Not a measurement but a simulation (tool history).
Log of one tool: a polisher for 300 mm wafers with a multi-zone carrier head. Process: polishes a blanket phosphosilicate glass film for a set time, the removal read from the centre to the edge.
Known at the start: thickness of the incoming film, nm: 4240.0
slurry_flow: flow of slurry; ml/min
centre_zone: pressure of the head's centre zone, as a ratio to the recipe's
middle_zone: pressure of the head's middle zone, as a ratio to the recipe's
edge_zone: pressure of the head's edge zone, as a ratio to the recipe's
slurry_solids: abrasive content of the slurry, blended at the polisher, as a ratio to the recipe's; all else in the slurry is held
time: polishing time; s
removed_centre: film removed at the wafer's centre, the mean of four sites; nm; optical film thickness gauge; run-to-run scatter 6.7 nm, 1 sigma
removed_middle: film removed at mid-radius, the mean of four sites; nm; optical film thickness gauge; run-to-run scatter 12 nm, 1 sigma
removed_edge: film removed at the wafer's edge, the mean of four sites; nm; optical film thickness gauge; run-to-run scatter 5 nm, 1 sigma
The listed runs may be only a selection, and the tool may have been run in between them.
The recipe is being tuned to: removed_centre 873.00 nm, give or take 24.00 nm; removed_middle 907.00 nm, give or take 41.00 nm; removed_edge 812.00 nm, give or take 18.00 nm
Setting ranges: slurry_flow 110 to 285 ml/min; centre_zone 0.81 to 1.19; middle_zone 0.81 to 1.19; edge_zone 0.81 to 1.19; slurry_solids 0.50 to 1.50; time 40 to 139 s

run,day,slurry_flow,centre_zone,middle_zone,edge_zone,slurry_solids,time,removed_centre,removed_middle,removed_edge
1,0.000,180,1.00,1.00,1.00,1.00,89,593.21,591.28,599.65
2,0.171,195,1.02,1.04,1.03,1.10,89,642.89,645.51,642.24
3,0.325,195,1.02,1.08,1.03,1.10,89,648.64,662.88,636.07
4,0.371,195,1.02,1.08,1.09,1.10,89,651.62,661.18,656.04
5,0.438,180,1.02,1.08,1.09,1.10,89,635.76,676.71,643.16
6,0.546,180,1.02,1.08,1.12,1.10,89,634.35,662.29,654.90
7,0.875,185,1.04,1.10,1.12,1.20,90,686.83,731.98,694.83
8,0.946,195,1.06,1.12,1.13,1.25,90,720.47,740.55,724.74
9,0.996,185,1.08,1.13,1.12,1.30,91,745.35,751.96,733.40
10,1.200,195,1.07,1.14,1.08,1.35,92,757.66,815.18,741.99
11,1.396,245,1.14,1.19,1.15,1.40,92,849.50,890.25,795.05
12,1.750,250,1.14,1.19,1.15,1.40,92,857.66,875.64,787.57

Which of these 4 next moves meets every target?
A,2.104,235,1.16,1.12,1.17,1.45,88,?,?,?
B,2.104,250,1.15,1.19,1.13,1.35,96,?,?,?
C,2.104,265,1.10,1.13,1.19,1.40,93,?,?,?
D,2.104,285,1.16,1.19,1.05,1.45,89,?,?,?

move,removed_centre,removed_middle,removed_edge
A,824.74,785.92,775.22
B,874.53,883.23,813.02
C,835.92,837.05,821.78
D,855.54,856.65,763.68
A: moves away from the targets compared with the last run
B: hits every target within its allowed miss
C: the furthest-off result lands on target, but another misses its tolerance
D: moves away from the targets compared with the last run
B is the move that brings every result within its allowed miss.
